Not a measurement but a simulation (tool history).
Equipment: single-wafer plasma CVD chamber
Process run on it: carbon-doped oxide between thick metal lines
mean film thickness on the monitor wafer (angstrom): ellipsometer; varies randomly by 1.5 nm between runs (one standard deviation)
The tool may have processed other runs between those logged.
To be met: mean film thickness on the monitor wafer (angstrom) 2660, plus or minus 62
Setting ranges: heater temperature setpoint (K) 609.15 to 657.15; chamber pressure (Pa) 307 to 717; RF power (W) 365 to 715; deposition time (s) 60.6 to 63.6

run	hour	heater temperature setpoint (K)	chamber pressure (Pa)	RF power (W)	deposition time (s)	mean film thickness on the monitor wafer (angstrom)
1	0	633.15	512	540	63.6	3049.1
2	1.6	634.15	499	525	63.5	3005.7
3	2.6	634.15	496	510	63.3	2961.4
4	4.6	634.15	493	495	63	2866.5
5	5.2	634.15	493	495	63.6	2921.1
6	12.3	634.15	489	480	63.4	2869.4
7	12.9	634.15	484	470	63.3	2826
8	16.7	634.15	479	465	63.2	2803.3
9	18.4	634.15	473	460	63.1	2817.6
10	21.8	635.15	473	450	63	2734.8

Next run, 4 choices. One meets every target within its allowed miss, the rest don't. Which?
A	25.2	635.15	445	480	63.6	?
B	25.2	633.15	328	560	60.6	?
C	25.2	634.15	521	435	63.6	?
D	25.2	643.15	556	435	61.6	?

move	mean film thickness on the monitor wafer (angstrom)
A	2851.3
B	2840.1
C	2802
D	2688.3
A: the biggest miss grows against the last run
B: the biggest miss grows against the last run
C: the biggest miss grows against the last run
D: in spec on every target
D is the move that brings every result within its allowed miss.

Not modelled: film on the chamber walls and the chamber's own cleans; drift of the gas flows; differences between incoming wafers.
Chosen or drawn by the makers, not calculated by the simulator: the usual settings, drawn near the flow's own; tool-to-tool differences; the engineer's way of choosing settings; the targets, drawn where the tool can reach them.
